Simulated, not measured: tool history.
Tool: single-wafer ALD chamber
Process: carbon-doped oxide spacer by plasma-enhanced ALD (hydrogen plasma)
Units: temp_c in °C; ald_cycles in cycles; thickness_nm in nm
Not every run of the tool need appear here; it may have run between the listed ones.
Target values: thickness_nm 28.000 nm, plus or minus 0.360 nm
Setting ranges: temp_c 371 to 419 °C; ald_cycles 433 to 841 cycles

run,day,temp_c,ald_cycles,thickness_nm
1,0.000,395,637,31.124
2,0.229,395,616,30.122
3,0.538,395,602,29.661
4,0.738,395,590,29.012
5,1.088,395,583,28.656
6,1.454,395,617,30.148
7,1.775,395,602,29.544
8,1.921,395,591,29.105
9,2.167,395,583,28.659
10,2.383,395,578,28.237

Exactly one of the 4 candidate moves below puts every result within its allowed miss. Which one?
A,2.600,392,569,?
B,2.600,395,584,?
C,2.600,385,585,?
D,2.600,397,584,?

move,thickness_nm
A,28.002
B,28.740
C,28.789
D,28.740
A: each result inside its tolerance
B: further off than the last run
C: further off than the last run
D: further off than the last run
A meets every target.

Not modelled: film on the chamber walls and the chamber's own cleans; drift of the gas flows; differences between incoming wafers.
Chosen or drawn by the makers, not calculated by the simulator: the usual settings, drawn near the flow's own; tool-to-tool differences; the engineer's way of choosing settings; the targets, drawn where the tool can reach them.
